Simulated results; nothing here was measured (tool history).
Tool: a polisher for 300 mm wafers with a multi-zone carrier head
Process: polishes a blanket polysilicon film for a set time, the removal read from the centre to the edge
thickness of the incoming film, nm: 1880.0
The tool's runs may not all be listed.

run,hour,flow of slurry (ml/min),pressure of the head's centre zone,pressure of the head's middle zone,pressure of the head's edge zone,polishing time (s),film removed at the wafer's centre (angstrom),film removed at mid-radius (angstrom),film removed at the wafer's edge (angstrom)
1,0,255,1,1,1,73,6494.4,6710.3,6810.1
2,7.1,255,1,0.97,1,73,6520.1,6508.1,6694
3,15.2,275,1.03,1.02,0.97,73,6684.5,6801.2,6623.8
4,22.3,320,1.03,1.02,0.97,73,6893.1,6963,6675.9
5,28.3,320,1.03,1.02,0.9,73,6895.3,6915.4,6423.2
6,32.6,320,1.03,1.09,0.9,73,6815,7259.1,6522.5
7,37.9,330,1.05,1.11,0.91,74,7085,7524.5,6606.7

Estimate the outcome of run 8 from the log above:
8,45.7,335,1.07,1.13,0.93,75,?,?,?

Run 8 gave film removed at the wafer's centre (angstrom) 7294.8, film removed at mid-radius (angstrom) 7654.6, film removed at the wafer's edge (angstrom) 6744.1.
